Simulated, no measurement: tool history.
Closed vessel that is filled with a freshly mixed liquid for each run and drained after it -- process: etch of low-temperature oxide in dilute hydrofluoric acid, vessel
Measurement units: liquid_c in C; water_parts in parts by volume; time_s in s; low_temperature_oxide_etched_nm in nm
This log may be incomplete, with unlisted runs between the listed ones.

| run | hour | liquid_c | water_parts | time_s | low_temperature_oxide_etched_nm |
|---|---|---|---|---|---|
| 1 | 0 | 25 | 195 | 65 | 3.0874 |
| 2 | 3.2 | 25 | 195 | 65 | 3.0221 |
| 3 | 9.6 | 25 | 240 | 65 | 2.395 |
| 4 | 12.5 | 27 | 195 | 65 | 3.2557 |
| 5 | 17.2 | 28.5 | 160 | 65 | 4.4601 |
| 6 | 18.5 | 29.5 | 140 | 65 | 5.3413 |
| 7 | 20.1 | 30.5 | 125 | 65 | 6.3462 |
| 8 | 25.3 | 31 | 115 | 65 | 7.1227 |
| 9 | 30.7 | 33 | 90 | 65 | 10.194 |
| 10 | 39.5 | 32.5 | 90 | 65 | 9.9151 |
| 11 | 45.9 | 32 | 90 | 65 | 9.844 |
| 12 | 50.7 | 31.5 | 90 | 65 | 9.6536 |

Run 13 has not been measured yet. What should we expect?
| 13 | 55.3 | 31 | 90 | 65 | ? |

low_temperature_oxide_etched_nm: 9.4204 nm
